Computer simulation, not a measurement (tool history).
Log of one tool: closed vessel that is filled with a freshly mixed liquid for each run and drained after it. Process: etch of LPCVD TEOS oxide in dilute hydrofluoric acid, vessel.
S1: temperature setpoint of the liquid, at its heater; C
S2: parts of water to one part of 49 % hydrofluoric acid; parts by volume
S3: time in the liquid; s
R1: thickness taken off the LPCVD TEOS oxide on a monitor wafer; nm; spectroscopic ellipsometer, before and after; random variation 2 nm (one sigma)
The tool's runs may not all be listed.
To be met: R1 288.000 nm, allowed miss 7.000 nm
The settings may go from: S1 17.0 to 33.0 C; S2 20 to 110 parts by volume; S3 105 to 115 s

Run 1, hour 0.0: S1 25.0 C, S2 60 parts by volume, S3 105 s. Result: R1 105.670 nm.
Run 2, hour 7.6: S1 25.0 C, S2 70 parts by volume, S3 105 s. Result: R1 90.162 nm.
Run 3, hour 16.1: S1 22.0 C, S2 70 parts by volume, S3 105 s. Result: R1 78.390 nm.
Run 4, hour 18.3: S1 25.0 C, S2 55 parts by volume, S3 105 s. Result: R1 117.410 nm.
Run 5, hour 20.4: S1 25.0 C, S2 55 parts by volume, S3 115 s. Result: R1 126.890 nm.
Run 6, hour 26.4: S1 27.0 C, S2 45 parts by volume, S3 115 s. Result: R1 170.520 nm.
Run 7, hour 32.1: S1 28.5 C, S2 40 parts by volume, S3 115 s. Result: R1 203.520 nm.
Run 8, hour 37.4: S1 29.5 C, S2 40 parts by volume, S3 115 s. Result: R1 211.790 nm.
Run 9, hour 41.0: S1 30.5 C, S2 40 parts by volume, S3 115 s. Result: R1 219.580 nm.

5 next moves are on the table. One of them brings every result within its allowed miss. Which?
Run A, hour 44.6: S1 33.0 C, S2 30 parts by volume, S3 105 s. Result: R1 ?.
Run B, hour 44.6: S1 32.0 C, S2 50 parts by volume, S3 115 s. Result: R1 ?.
Run C, hour 44.6: S1 31.5 C, S2 30 parts by volume, S3 115 s. Result: R1 ?.
Run D, hour 44.6: S1 30.5 C, S2 30 parts by volume, S3 110 s. Result: R1 ?.
Run E, hour 44.6: S1 31.5 C, S2 30 parts by volume, S3 110 s. Result: R1 ?.

move       R1
   A  304.060
   B  185.910
   C  313.920
   D  288.570
   E  300.270
A: takes the result that was furthest off past its target
B: further off than the last run
C: takes the result that was furthest off past its target
D: meets every target
E: takes the result that was furthest off past its target
The right move is D.
